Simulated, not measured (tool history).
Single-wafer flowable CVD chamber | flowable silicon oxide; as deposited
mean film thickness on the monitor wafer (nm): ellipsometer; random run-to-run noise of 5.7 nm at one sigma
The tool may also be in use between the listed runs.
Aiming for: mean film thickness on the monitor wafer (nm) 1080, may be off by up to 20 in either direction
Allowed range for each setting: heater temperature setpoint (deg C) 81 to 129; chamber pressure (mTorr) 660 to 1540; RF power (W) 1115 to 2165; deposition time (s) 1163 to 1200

run	hour	heater temperature setpoint (deg C)	chamber pressure (mTorr)	RF power (W)	deposition time (s)	mean film thickness on the monitor wafer (nm)
1	0	105	1100	1640	1163	897.12
2	4.4	104	1100	1640	1163	914.44
3	11.6	110	1100	1640	1163	769.78
4	16.5	110	1180	1640	1163	819.77
5	17.5	105	1180	1640	1163	949.17
6	20.3	105	1180	1640	1200	984.28
7	24.6	105	1180	1640	1200	981.44
8	32.3	104	1180	1640	1200	1021.6
9	33.2	103	1180	1640	1200	1049.8

Of the 4 settings listed for the next run, only one would bring every result within its allowed miss of target. Which one?
A	34.1	101	1160	1430	1200	?
B	34.1	101	1180	1725	1187	?
C	34.1	101	1160	1590	1200	?
D	34.1	101	1200	1665	1196	?

move	mean film thickness on the monitor wafer (nm)
A	1050.2
B	1107.3
C	1080.3
D	1125
A: neither nearer nor further off than the last run
B: the result that was furthest off in the last run now lies on the other side of its target
C: meets every target
D: the result that was furthest off in the last run now lies on the other side of its target
Answer: C
